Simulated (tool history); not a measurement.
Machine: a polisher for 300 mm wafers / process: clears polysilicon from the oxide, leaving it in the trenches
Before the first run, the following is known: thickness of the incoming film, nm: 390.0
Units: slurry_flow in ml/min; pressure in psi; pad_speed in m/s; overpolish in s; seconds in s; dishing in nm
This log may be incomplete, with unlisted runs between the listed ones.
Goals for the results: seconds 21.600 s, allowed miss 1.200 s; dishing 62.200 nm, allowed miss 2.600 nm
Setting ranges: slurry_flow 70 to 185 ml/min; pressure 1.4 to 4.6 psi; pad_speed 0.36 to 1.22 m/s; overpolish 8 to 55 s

run    day  slurry_flow  pressure  pad_speed  overpolish  seconds  dishing
  1  0.000          120       3.0       0.78          28   28.538   68.130
  2  0.212          120       3.2       0.78          21   27.913   66.941
  3  0.346          120       2.6       0.78          21   31.706   67.347
  4  0.438          120       2.6       0.78          10   31.990   56.426
  5  0.658          120       2.6       0.90          10   29.184   60.009
  6  0.850          120       2.9       0.92          10   26.204   62.386
  7  1.167          135       3.1       0.90           9   23.480   60.341
  8  1.338          110       3.4       0.94          15   22.726   66.553
  9  1.362          115       3.4       0.94          13   23.425   65.328
 10  1.450          120       3.4       0.94          12   22.516   65.210

Consider the 5 candidate settings below. Which is the only one whose results all fall within their allowed miss of target?
  A  1.538          105       3.5       0.88          10        ?        ?
  B  1.538          115       3.2       1.08           9        ?        ?
  C  1.538           70       4.3       0.82          29        ?        ?
  D  1.538          130       2.6       1.04          22        ?        ?
  E  1.538          135       4.0       0.92          17        ?        ?

move  seconds  dishing
   A   24.440   61.058
   B   21.357   61.484
   C   25.268   67.158
   D   24.903   66.852
   E   20.058   66.762
A: corrects the largest miss of the last run, while another result sits out of spec
B: hits every target within its allowed miss
C: misses by more than the last run did
D: misses by more than the last run did
E: misses by more than the last run did
Correct choice: B, which meets every target
